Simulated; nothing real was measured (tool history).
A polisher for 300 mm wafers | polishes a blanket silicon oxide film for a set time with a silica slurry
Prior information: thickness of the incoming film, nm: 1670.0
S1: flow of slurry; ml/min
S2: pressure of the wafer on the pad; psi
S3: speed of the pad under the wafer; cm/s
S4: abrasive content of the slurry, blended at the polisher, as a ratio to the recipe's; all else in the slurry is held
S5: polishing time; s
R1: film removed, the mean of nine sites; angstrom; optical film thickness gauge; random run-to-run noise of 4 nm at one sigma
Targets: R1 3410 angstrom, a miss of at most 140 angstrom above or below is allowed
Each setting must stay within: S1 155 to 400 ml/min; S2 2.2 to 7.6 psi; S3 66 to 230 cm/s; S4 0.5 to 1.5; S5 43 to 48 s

run 1 hour=0 | S1=255 S2=4.9 S3=146 S4=1 S5=48 | R1=2661.2
run 2 hour=3.4 | S1=275 S2=4.9 S3=146 S4=1 S5=48 | R1=2609.1
run 3 hour=7.8 | S1=250 S2=4.9 S3=146 S4=1 S5=48 | R1=2575.1
run 4 hour=14.9 | S1=250 S2=4.9 S3=122 S4=1 S5=48 | R1=2213.1
run 5 hour=19.4 | S1=250 S2=4.9 S3=122 S4=0.9 S5=48 | R1=2135.2
run 6 hour=25.1 | S1=250 S2=4.9 S3=122 S4=1.1 S5=48 | R1=2386.3
run 7 hour=31.2 | S1=250 S2=5.4 S3=124 S4=1.1 S5=48 | R1=2576.6
run 8 hour=32.3 | S1=250 S2=5.9 S3=126 S4=1.1 S5=48 | R1=2863.3
run 9 hour=33.3 | S1=250 S2=6.2 S3=126 S4=1.1 S5=48 | R1=2956.8
run 10 hour=38.9 | S1=250 S2=6.4 S3=126 S4=1.1 S5=48 | R1=3071.2
run 11 hour=46.8 | S1=250 S2=6.4 S3=126 S4=1.1 S5=48 | R1=3041.3
run 12 hour=50.2 | S1=250 S2=6.4 S3=126 S4=1.1 S5=48 | R1=3048.3
run 13 hour=53.4 | S1=250 S2=6.6 S3=126 S4=1.1 S5=48 | R1=3046.6
run 14 hour=57.8 | S1=250 S2=6.8 S3=126 S4=1.1 S5=48 | R1=3246
run 15 hour=62.8 | S1=250 S2=6.9 S3=126 S4=1.1 S5=48 | R1=3267.9

Pick the move, out of 4, that brings all results within their allowed miss; only one does.
run A hour=67.8 | S1=300 S2=7.2 S3=106 S4=1.2 S5=48 | R1=?
run B hour=67.8 | S1=230 S2=6.4 S3=156 S4=0.95 S5=48 | R1=?
run C hour=67.8 | S1=250 S2=6.9 S3=118 S4=1.1 S5=48 | R1=?
run D hour=67.8 | S1=260 S2=7.2 S3=108 S4=1.2 S5=48 | R1=?

move=A R1=3070.3
move=B R1=3314.4
move=C R1=3059.4
move=D R1=3085.6
A: further off than the last run
B: meets every target
C: further off than the last run
D: further off than the last run
B meets every target.
